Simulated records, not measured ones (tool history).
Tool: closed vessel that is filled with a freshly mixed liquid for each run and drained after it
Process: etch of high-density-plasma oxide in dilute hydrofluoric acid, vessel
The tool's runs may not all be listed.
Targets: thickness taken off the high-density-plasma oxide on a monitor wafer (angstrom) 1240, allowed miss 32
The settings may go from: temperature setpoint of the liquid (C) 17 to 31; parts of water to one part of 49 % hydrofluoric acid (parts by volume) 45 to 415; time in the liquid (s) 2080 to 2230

run	hour	temperature setpoint of the liquid (C)	parts of water to one part of 49 % hydrofluoric acid (parts by volume)	time in the liquid (s)	thickness taken off the high-density-plasma oxide on a monitor wafer (angstrom)
1	0	23	230	2080	626.28
2	5.4	23	230	2230	679.65
3	9.1	23	200	2230	808.06
4	12.3	25.5	190	2230	937.43
5	20.5	27	185	2230	1021.3
6	21.6	28	180	2230	1097
7	27.5	29	180	2230	1129.7
8	32.1	29.5	180	2230	1148.9
9	38.2	30	180	2230	1174.9

Which of these 5 next moves meets every target?
A	44.3	30.5	165	2080	?
B	44.3	31	195	2190	?
C	44.3	30.5	185	2080	?
D	44.3	30	180	2080	?
E	44.3	30.5	180	2080	?

move	thickness taken off the high-density-plasma oxide on a monitor wafer (angstrom)
A	1247.8
B	1088.6
C	1084.8
D	1102.5
E	1122
A: meets every target
B: further off than the last run
C: further off than the last run
D: further off than the last run
E: further off than the last run
Move A is the one to make.
